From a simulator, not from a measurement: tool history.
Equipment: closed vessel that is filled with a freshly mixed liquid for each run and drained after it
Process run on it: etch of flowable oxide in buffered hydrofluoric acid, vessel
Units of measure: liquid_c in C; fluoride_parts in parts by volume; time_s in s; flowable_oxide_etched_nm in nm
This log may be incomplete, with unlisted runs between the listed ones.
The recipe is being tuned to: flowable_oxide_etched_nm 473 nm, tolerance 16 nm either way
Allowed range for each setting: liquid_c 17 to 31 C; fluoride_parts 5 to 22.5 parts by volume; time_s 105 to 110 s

run,hour,liquid_c,fluoride_parts,time_s,flowable_oxide_etched_nm
1,0,23,13.5,105,248.39
2,7.8,25,12.5,105,296.87
3,10.4,26.5,12,105,342.67
4,12.2,26.5,15.5,105,261.97
5,14.9,26.5,15.5,110,271.77
6,16,26.5,17.5,110,243.07
7,23.1,27.5,16,110,281.34
8,32.1,27.5,16,110,282.24

Consider the 5 candidate settings below. Which is the only one whose results all fall within their allowed miss of target?
A,41.1,31,8.5,110,?
B,41.1,26,7,110,?
C,41.1,30,7.5,110,?
D,41.1,27,19,105,?
E,41.1,27.5,9,110,?

move,flowable_oxide_etched_nm
A,600.15
B,568.21
C,652.16
D,217.67
E,469.14
A: carries the result that was furthest off beyond its target, to the other side
B: carries the result that was furthest off beyond its target, to the other side
C: carries the result that was furthest off beyond its target, to the other side
D: the biggest miss grows against the last run
E: all results land within tolerance of their targets
E is the move that brings every result within its allowed miss.

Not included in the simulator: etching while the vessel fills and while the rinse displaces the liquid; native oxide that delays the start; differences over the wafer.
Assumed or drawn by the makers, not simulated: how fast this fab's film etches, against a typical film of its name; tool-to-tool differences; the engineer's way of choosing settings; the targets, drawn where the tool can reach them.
